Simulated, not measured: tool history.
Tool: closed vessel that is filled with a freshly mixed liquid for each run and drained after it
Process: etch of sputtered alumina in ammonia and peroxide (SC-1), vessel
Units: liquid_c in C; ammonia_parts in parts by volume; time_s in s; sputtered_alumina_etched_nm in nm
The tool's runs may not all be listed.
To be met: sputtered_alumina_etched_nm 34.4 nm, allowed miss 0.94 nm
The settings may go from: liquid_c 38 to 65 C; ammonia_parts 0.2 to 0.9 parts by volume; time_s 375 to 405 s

Run 1, hour 0: liquid_c 49 C, ammonia_parts 0.5 parts by volume, time_s 375 s. Result: sputtered_alumina_etched_nm 17.759 nm.
Run 2, hour 8.9: liquid_c 55 C, ammonia_parts 0.5 parts by volume, time_s 375 s. Result: sputtered_alumina_etched_nm 24.622 nm.
Run 3, hour 13.6: liquid_c 55 C, ammonia_parts 0.65 parts by volume, time_s 375 s. Result: sputtered_alumina_etched_nm 25.558 nm.
Run 4, hour 21.6: liquid_c 50 C, ammonia_parts 0.65 parts by volume, time_s 375 s. Result: sputtered_alumina_etched_nm 19.386 nm.
Run 5, hour 25.7: liquid_c 53.5 C, ammonia_parts 0.65 parts by volume, time_s 375 s. Result: sputtered_alumina_etched_nm 23.447 nm.
Run 6, hour 33.9: liquid_c 53.5 C, ammonia_parts 0.5 parts by volume, time_s 375 s. Result: sputtered_alumina_etched_nm 22.92 nm.
Run 7, hour 35.5: liquid_c 53.5 C, ammonia_parts 0.5 parts by volume, time_s 375 s. Result: sputtered_alumina_etched_nm 22.96 nm.
At hour 38.1: thermometer replaced.
Run 8, hour 38.1: liquid_c 56 C, ammonia_parts 0.5 parts by volume, time_s 375 s. Result: sputtered_alumina_etched_nm 29.291 nm.
Run 9, hour 44.6: liquid_c 56.5 C, ammonia_parts 0.5 parts by volume, time_s 375 s. Result: sputtered_alumina_etched_nm 30.38 nm.
Run 10, hour 51.6: liquid_c 57 C, ammonia_parts 0.5 parts by volume, time_s 375 s. Result: sputtered_alumina_etched_nm 31.089 nm.
Run 11, hour 58.1: liquid_c 57.5 C, ammonia_parts 0.5 parts by volume, time_s 375 s. Result: sputtered_alumina_etched_nm 32.005 nm.
Run 12, hour 62.7: liquid_c 58 C, ammonia_parts 0.5 parts by volume, time_s 375 s. Result: sputtered_alumina_etched_nm 32.652 nm.

4 next moves are on the table. One of them brings every result within its allowed miss. Which?
Run A, hour 67.3: liquid_c 56.5 C, ammonia_parts 0.35 parts by volume, time_s 405 s. Result: sputtered_alumina_etched_nm ?.
Run B, hour 67.3: liquid_c 57 C, ammonia_parts 0.6 parts by volume, time_s 405 s. Result: sputtered_alumina_etched_nm ?.
Run C, hour 67.3: liquid_c 58 C, ammonia_parts 0.4 parts by volume, time_s 375 s. Result: sputtered_alumina_etched_nm ?.
Run D, hour 67.3: liquid_c 57.5 C, ammonia_parts 0.6 parts by volume, time_s 375 s. Result: sputtered_alumina_etched_nm ?.

move  sputtered_alumina_etched_nm
   A                       31.422
   B                       33.945
   C                        31.87
   D                       32.263
A: further off than the last run
B: meets every target
C: further off than the last run
D: further off than the last run
The right move is B.
